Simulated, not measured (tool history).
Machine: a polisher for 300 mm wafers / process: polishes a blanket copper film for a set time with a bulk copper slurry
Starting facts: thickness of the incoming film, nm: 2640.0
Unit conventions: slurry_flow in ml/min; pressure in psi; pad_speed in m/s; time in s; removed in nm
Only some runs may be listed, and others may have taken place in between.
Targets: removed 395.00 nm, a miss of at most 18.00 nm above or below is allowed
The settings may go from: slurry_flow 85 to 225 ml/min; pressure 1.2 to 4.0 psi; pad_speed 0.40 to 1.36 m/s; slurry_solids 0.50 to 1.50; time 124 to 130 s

run,day,slurry_flow,pressure,pad_speed,slurry_solids,time,removed
1,0.000,145,2.6,0.88,1.00,124,670.05
2,0.054,145,2.1,0.88,1.00,124,541.89
3,0.250,145,1.8,0.88,1.00,124,466.93
4,0.317,145,1.8,0.88,1.00,130,488.70
5,0.504,145,1.8,0.76,1.00,130,417.58
6,0.750,145,1.8,0.56,1.00,130,317.64
7,0.788,150,1.9,0.56,1.00,130,334.85
8,1.008,150,2.0,0.56,1.00,130,348.53
9,1.367,150,2.1,0.56,1.00,130,369.65

Exercise: of the 5 proposed moves below, exactly one satisfies all targets within the stated allowed misses. Which move is it?
A,1.725,145,1.8,0.80,1.05,127,?
B,1.725,120,2.8,0.42,0.95,127,?
C,1.725,150,1.6,0.74,0.90,124,?
D,1.725,135,2.1,0.56,0.85,125,?
E,1.725,90,3.2,0.44,0.75,130,?

move,removed
A,435.21
B,344.85
C,344.15
D,336.35
E,386.32
A: takes the biggest miss from the last run beyond its target
B: misses by more than the last run did
C: misses by more than the last run did
D: misses by more than the last run did
E: every result lands within tolerance
So the answer is move E, the one that meets all the targets.

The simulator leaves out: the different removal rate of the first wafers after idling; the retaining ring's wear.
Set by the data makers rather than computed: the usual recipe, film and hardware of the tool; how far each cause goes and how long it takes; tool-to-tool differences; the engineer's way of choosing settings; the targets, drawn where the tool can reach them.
